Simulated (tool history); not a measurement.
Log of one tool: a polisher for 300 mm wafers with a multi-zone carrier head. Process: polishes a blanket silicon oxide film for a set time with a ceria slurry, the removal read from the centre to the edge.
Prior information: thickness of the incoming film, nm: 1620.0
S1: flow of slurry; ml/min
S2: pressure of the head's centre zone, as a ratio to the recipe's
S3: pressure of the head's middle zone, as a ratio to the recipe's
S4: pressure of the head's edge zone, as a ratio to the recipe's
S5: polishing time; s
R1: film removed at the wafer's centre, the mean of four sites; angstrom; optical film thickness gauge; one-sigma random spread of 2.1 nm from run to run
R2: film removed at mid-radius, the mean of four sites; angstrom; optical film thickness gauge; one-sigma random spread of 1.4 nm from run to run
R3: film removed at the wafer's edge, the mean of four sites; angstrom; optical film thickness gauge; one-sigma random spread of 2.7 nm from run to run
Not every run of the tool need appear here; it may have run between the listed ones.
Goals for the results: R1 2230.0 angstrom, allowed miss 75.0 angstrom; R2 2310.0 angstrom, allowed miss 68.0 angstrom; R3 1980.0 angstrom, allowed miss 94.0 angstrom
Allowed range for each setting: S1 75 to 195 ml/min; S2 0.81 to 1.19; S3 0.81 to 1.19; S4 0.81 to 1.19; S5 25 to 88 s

run 1 hour=0.0 | S1=125 S2=1.00 S3=1.00 S4=1.00 S5=56 | R1=3132.3 R2=2981.2 R3=3022.1
run 2 hour=5.5 | S1=145 S2=1.00 S3=1.00 S4=1.00 S5=56 | R1=3195.4 R2=3085.1 R3=3111.7
run 3 hour=13.0 | S1=140 S2=1.00 S3=1.01 S4=0.97 S5=53 | R1=2991.5 R2=2945.1 R3=2868.5
run 4 hour=21.4 | S1=135 S2=1.00 S3=1.01 S4=0.95 S5=51 | R1=2881.2 R2=2790.3 R3=2641.2
run 5 hour=24.5 | S1=135 S2=1.07 S3=1.01 S4=0.95 S5=51 | R1=3024.2 R2=2784.3 R3=2713.1
run 6 hour=29.7 | S1=130 S2=1.04 S3=1.01 S4=0.93 S5=50 | R1=2836.4 R2=2718.8 R3=2616.7
run 7 hour=30.9 | S1=130 S2=1.04 S3=1.02 S4=0.91 S5=48 | R1=2789.9 R2=2660.8 R3=2471.0
run 8 hour=34.2 | S1=95 S2=0.95 S3=1.04 S4=0.81 S5=41 | R1=2004.7 R2=2090.5 R3=1883.5
run 9 hour=40.0 | S1=100 S2=0.96 S3=1.04 S4=0.81 S5=41 | R1=2040.5 R2=2116.9 R3=1886.7
run 10 hour=46.2 | S1=105 S2=0.96 S3=1.04 S4=0.81 S5=41 | R1=2100.8 R2=2156.4 R3=1981.2
run 11 hour=52.6 | S1=105 S2=0.97 S3=1.05 S4=0.81 S5=41 | R1=2074.1 R2=2185.2 R3=1927.1
run 12 hour=54.8 | S1=105 S2=0.97 S3=1.05 S4=0.81 S5=41 | R1=2119.2 R2=2163.9 R3=1928.0
run 13 hour=63.8 | S1=110 S2=0.97 S3=1.06 S4=0.81 S5=41 | R1=2099.4 R2=2235.3 R3=1987.1
run 14 hour=68.7 | S1=110 S2=0.98 S3=1.07 S4=0.81 S5=41 | R1=2144.7 R2=2262.6 R3=1943.9

Which single option among these 4 for the next run brings every result within its allowed miss of target? Just one does.
run A hour=73.6 | S1=110 S2=0.90 S3=1.09 S4=0.82 S5=42 | R1=? R2=? R3=?
run B hour=73.6 | S1=115 S2=1.01 S3=1.09 S4=0.83 S5=41 | R1=? R2=? R3=?
run C hour=73.6 | S1=115 S2=0.92 S3=1.09 S4=0.83 S5=41 | R1=? R2=? R3=?
run D hour=73.6 | S1=125 S2=1.09 S3=1.18 S4=0.81 S5=37 | R1=? R2=? R3=?

move=A R1=2040.3 R2=2338.4 R3=2013.3
move=B R1=2192.0 R2=2310.4 R3=1992.9
move=C R1=2051.6 R2=2311.2 R3=1992.9
move=D R1=2144.7 R2=2280.8 R3=1804.4
A: misses by more than the last run did
B: in spec on every target
C: misses by more than the last run did
D: misses by more than the last run did
Answer: B
